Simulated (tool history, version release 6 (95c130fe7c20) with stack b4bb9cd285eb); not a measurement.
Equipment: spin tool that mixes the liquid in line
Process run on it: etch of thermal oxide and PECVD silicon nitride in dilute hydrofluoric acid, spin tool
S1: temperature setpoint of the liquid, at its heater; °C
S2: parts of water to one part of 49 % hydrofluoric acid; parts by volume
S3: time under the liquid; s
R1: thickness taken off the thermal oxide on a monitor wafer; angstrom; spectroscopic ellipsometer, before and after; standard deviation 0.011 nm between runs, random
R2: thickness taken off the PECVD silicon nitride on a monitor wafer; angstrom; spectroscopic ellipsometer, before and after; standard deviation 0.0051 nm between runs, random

{"run": 1, "hour": 0.0, "S1": 24, "S2": 160, "S3": 180, "R1": 49.475, "R2": 37.127}
{"run": 2, "hour": 5.2, "S1": 25.5, "S2": 160, "S3": 180, "R1": 52.584, "R2": 40.9}
{"run": 3, "hour": 11.3, "S1": 24.5, "S2": 170, "S3": 175, "R1": 45.59, "R2": 35.142}
{"run": 4, "hour": 17.4, "S1": 23.5, "S2": 180, "S3": 170, "R1": 39.937, "R2": 30.257}
{"run": 5, "hour": 25.7, "S1": 25, "S2": 180, "S3": 170, "R1": 42.352, "R2": 33.627}
{"run": 6, "hour": 30.6, "S1": 24, "S2": 185, "S3": 165, "R1": 37.987, "R2": 29.675}
{"run": 7, "hour": 36.7, "S1": 23, "S2": 190, "S3": 160, "R1": 35.103, "R2": 26.218}
{"run": 8, "hour": 37.6, "S1": 22.5, "S2": 200, "S3": 160, "R1": 31.8, "R2": 24.123}
{"run": 9, "hour": 44.2, "S1": 22, "S2": 205, "S3": 155, "R1": 29.453, "R2": 22.156}
{"run": 10, "hour": 51.7, "S1": 21.5, "S2": 210, "S3": 150, "R1": 27.016, "R2": 20.243}
{"run": 11, "hour": 54.2, "S1": 21, "S2": 215, "S3": 145, "R1": 25.277, "R2": 18.467}
{"run": 12, "hour": 56.6, "S1": 20.5, "S2": 220, "S3": 145, "R1": 23.903, "R2": 17.348}
{"run": 13, "hour": 58.3, "S1": 20, "S2": 225, "S3": 145, "R1": 22.864, "R2": 16.667}

Estimate the outcome of run 14 from the log above:
{"run": 14, "hour": 59.4, "S1": 19.5, "S2": 225, "S3": 140, "R1": "?", "R2": "?"}

R1: 21.676 angstrom
R2: 15.411 angstrom

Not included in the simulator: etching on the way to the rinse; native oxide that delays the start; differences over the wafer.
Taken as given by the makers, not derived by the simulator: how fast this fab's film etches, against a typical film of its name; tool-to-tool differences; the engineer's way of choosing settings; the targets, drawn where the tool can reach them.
